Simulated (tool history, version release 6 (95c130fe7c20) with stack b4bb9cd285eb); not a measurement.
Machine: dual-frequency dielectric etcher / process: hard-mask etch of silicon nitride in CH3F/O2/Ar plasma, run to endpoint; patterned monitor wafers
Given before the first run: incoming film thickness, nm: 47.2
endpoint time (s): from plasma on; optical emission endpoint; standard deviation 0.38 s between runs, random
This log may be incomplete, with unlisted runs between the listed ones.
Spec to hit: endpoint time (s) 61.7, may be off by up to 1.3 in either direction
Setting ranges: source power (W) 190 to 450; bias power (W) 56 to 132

run	hour	source power (W)	bias power (W)	endpoint time (s)
1	0	320	94	68.844
2	1.1	270	94	75.157
3	6.7	270	84	78.179
4	11.9	230	84	84.303
5	13.9	200	84	92.896
6	18.9	250	84	81.398
7	25.7	280	85	75.621
8	28.8	300	86	73.148
9	31.5	320	87	70.224

Which of these 5 next moves meets every target?
A	34.2	270	70	?
B	34.2	430	98	?
C	34.2	350	94	?
D	34.2	380	99	?
E	34.2	420	103	?

move	endpoint time (s)
A	81.826
B	58.531
C	65.454
D	61.875
E	58.274
A: lands further from the targets than the last run did
B: pushes the last run's worst result past its target
C: closes in on the targets versus the last run, not all within tolerance yet
D: meets every target
E: pushes the last run's worst result past its target
Answer: D
